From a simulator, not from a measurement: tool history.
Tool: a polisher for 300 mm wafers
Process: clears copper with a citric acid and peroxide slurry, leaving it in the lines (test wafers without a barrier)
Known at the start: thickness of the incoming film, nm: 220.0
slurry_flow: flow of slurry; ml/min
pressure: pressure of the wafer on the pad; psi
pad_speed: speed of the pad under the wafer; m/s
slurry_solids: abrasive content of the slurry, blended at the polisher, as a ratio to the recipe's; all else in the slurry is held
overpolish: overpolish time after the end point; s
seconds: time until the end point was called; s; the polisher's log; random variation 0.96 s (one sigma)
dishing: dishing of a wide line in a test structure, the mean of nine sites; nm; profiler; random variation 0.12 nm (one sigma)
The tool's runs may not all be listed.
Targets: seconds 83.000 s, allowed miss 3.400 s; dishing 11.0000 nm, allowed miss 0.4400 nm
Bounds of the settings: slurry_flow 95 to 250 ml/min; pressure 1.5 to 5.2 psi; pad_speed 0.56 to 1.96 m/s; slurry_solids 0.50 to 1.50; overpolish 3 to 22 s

{"run": 1, "day": 0.0, "slurry_flow": 160, "pressure": 3.3, "pad_speed": 1.26, "slurry_solids": 1.0, "overpolish": 11, "seconds": 70.184, "dishing": 22.298}
{"run": 2, "day": 0.25, "slurry_flow": 160, "pressure": 3.3, "pad_speed": 1.26, "slurry_solids": 1.0, "overpolish": 15, "seconds": 69.625, "dishing": 28.32}
{"run": 3, "day": 0.533, "slurry_flow": 160, "pressure": 3.3, "pad_speed": 1.26, "slurry_solids": 1.0, "overpolish": 12, "seconds": 70.982, "dishing": 23.85}
{"run": 4, "day": 0.704, "slurry_flow": 190, "pressure": 3.3, "pad_speed": 1.26, "slurry_solids": 1.0, "overpolish": 12, "seconds": 69.016, "dishing": 24.772}
{"run": 5, "day": 0.988, "slurry_flow": 190, "pressure": 3.0, "pad_speed": 1.26, "slurry_solids": 1.0, "overpolish": 12, "seconds": 74.214, "dishing": 23.136}
{"run": 6, "day": 1.308, "slurry_flow": 190, "pressure": 3.0, "pad_speed": 1.48, "slurry_solids": 1.0, "overpolish": 12, "seconds": 62.71, "dishing": 26.95}
{"run": 7, "day": 1.567, "slurry_flow": 180, "pressure": 2.9, "pad_speed": 1.46, "slurry_solids": 1.0, "overpolish": 10, "seconds": 64.179, "dishing": 22.097}
{"run": 8, "day": 1.871, "slurry_flow": 180, "pressure": 2.7, "pad_speed": 1.46, "slurry_solids": 1.0, "overpolish": 9, "seconds": 67.543, "dishing": 18.85}
{"run": 9, "day": 2.058, "slurry_flow": 175, "pressure": 2.5, "pad_speed": 1.46, "slurry_solids": 1.0, "overpolish": 8, "seconds": 71.459, "dishing": 16.1}
{"run": 10, "day": 2.321, "slurry_flow": 170, "pressure": 2.4, "pad_speed": 1.46, "slurry_solids": 1.0, "overpolish": 8, "seconds": 74.014, "dishing": 16.087}
{"run": 11, "day": 2.492, "slurry_flow": 170, "pressure": 2.3, "pad_speed": 1.46, "slurry_solids": 1.0, "overpolish": 7, "seconds": 76.414, "dishing": 13.825}
{"run": 12, "day": 2.825, "slurry_flow": 165, "pressure": 2.3, "pad_speed": 1.46, "slurry_solids": 1.0, "overpolish": 7, "seconds": 76.496, "dishing": 13.918}
{"run": 13, "day": 3.175, "slurry_flow": 175, "pressure": 2.0, "pad_speed": 1.46, "slurry_solids": 1.0, "overpolish": 5, "seconds": 80.949, "dishing": 9.4551}
{"run": 14, "day": 3.408, "slurry_flow": 130, "pressure": 2.2, "pad_speed": 1.44, "slurry_solids": 1.0, "overpolish": 5, "seconds": 80.644, "dishing": 9.5174}
{"run": 15, "day": 3.646, "slurry_flow": 135, "pressure": 2.2, "pad_speed": 1.44, "slurry_solids": 1.0, "overpolish": 5, "seconds": 81.431, "dishing": 9.3677}
{"run": 16, "day": 3.8, "slurry_flow": 140, "pressure": 2.2, "pad_speed": 1.44, "slurry_solids": 1.0, "overpolish": 5, "seconds": 80.29, "dishing": 9.7517}
{"run": 17, "day": 4.029, "slurry_flow": 145, "pressure": 2.2, "pad_speed": 1.44, "slurry_solids": 1.0, "overpolish": 5, "seconds": 79.145, "dishing": 9.5042}
{"run": 18, "day": 4.371, "slurry_flow": 115, "pressure": 2.1, "pad_speed": 1.44, "slurry_solids": 1.0, "overpolish": 7, "seconds": 86.272, "dishing": 12.186}
{"run": 19, "day": 4.738, "slurry_flow": 155, "pressure": 2.1, "pad_speed": 1.44, "slurry_solids": 1.0, "overpolish": 7, "seconds": 81.841, "dishing": 12.788}

4 next moves are on the table. One of them brings every result within its allowed miss. Which?
{"run": "A", "day": 5.104, "slurry_flow": 165, "pressure": 2.1, "pad_speed": 1.42, "slurry_solids": 1.1, "overpolish": 5, "seconds": "?", "dishing": "?"}
{"run": "B", "day": 5.104, "slurry_flow": 145, "pressure": 2.1, "pad_speed": 1.38, "slurry_solids": 1.1, "overpolish": 7, "seconds": "?", "dishing": "?"}
{"run": "C", "day": 5.104, "slurry_flow": 130, "pressure": 2.4, "pad_speed": 1.32, "slurry_solids": 1.05, "overpolish": 6, "seconds": "?", "dishing": "?"}
{"run": "D", "day": 5.104, "slurry_flow": 165, "pressure": 2.1, "pad_speed": 1.48, "slurry_solids": 1.05, "overpolish": 8, "seconds": "?", "dishing": "?"}

move=A seconds=80.351 dishing=9.4795
move=B seconds=84.288 dishing=12.4260
move=C seconds=84.079 dishing=10.7960
move=D seconds=78.053 dishing=15.0800
A: takes the result that was furthest off past its target
B: nearer than the last run, and not there yet
C: meets every target
D: further off than the last run
Move C is the one to make.

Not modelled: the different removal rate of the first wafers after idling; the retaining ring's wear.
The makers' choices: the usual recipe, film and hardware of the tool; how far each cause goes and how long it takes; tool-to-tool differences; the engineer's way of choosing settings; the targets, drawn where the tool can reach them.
